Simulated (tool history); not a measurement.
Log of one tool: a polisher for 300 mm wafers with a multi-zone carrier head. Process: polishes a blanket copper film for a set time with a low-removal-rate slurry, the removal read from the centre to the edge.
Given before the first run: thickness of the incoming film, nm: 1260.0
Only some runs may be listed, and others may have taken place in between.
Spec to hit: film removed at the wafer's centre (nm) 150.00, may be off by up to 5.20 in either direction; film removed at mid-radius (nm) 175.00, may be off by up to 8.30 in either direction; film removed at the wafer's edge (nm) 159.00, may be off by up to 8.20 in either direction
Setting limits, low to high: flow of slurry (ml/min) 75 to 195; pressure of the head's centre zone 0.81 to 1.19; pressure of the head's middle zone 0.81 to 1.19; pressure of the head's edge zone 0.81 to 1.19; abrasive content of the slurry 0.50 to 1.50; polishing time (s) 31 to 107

run,hour,flow of slurry (ml/min),pressure of the head's centre zone,pressure of the head's middle zone,pressure of the head's edge zone,abrasive content of the slurry,polishing time (s),film removed at the wafer's centre (nm),film removed at mid-radius (nm),film removed at the wafer's edge (nm)
1,0.0,125,1.00,1.00,1.00,1.00,69,231.47,229.48,220.35
2,2.9,155,1.00,1.00,1.00,1.00,69,237.41,235.91,226.12
3,4.1,155,0.98,1.00,0.99,0.95,68,227.18,231.61,220.22
4,8.4,155,0.98,0.96,0.99,0.95,68,229.97,222.30,218.54
5,15.8,150,0.96,0.96,0.98,0.90,67,215.17,212.11,212.70
6,24.1,170,0.96,0.96,0.98,0.90,67,223.79,216.60,219.45
7,31.7,165,0.95,0.97,0.96,0.85,66,217.05,216.22,208.95
8,36.2,160,0.93,0.97,0.95,0.80,65,199.29,205.24,200.86
9,41.4,155,0.92,0.97,0.94,0.75,65,197.79,206.76,201.71
10,45.1,155,0.91,0.97,0.93,0.70,64,191.62,205.63,194.83
11,50.6,150,0.90,0.97,0.92,0.70,63,187.86,196.09,185.68
12,59.0,150,0.90,0.97,0.92,0.70,63,182.64,196.60,191.65
# hour 67.9: worn pad replaced by a new one
13,67.9,115,0.86,1.01,0.82,0.50,60,169.27,194.91,174.20
14,74.2,115,0.86,1.01,0.82,0.50,59,163.21,191.21,167.59

4 candidate next runs follow, results not yet known. Just one meets every target within its allowed miss. Identify it.
A,80.5,145,1.00,1.18,0.81,0.50,52,?,?,?
B,80.5,115,0.84,1.13,0.81,0.55,55,?,?,?
C,80.5,105,0.85,1.00,0.84,0.80,53,?,?,?
D,80.5,100,0.91,0.88,0.92,0.65,60,?,?,?

move,film removed at the wafer's centre (nm),film removed at mid-radius (nm),film removed at the wafer's edge (nm)
A,175.30,195.21,150.55
B,150.29,193.48,156.66
C,150.25,172.80,158.85
D,175.63,169.75,181.84
A: its largest miss is bigger than the last run's
B: brings the last run's worst result on target, with another outside its allowed miss
C: every result lands within tolerance
D: its largest miss is bigger than the last run's
C is the move that brings every result within its allowed miss.
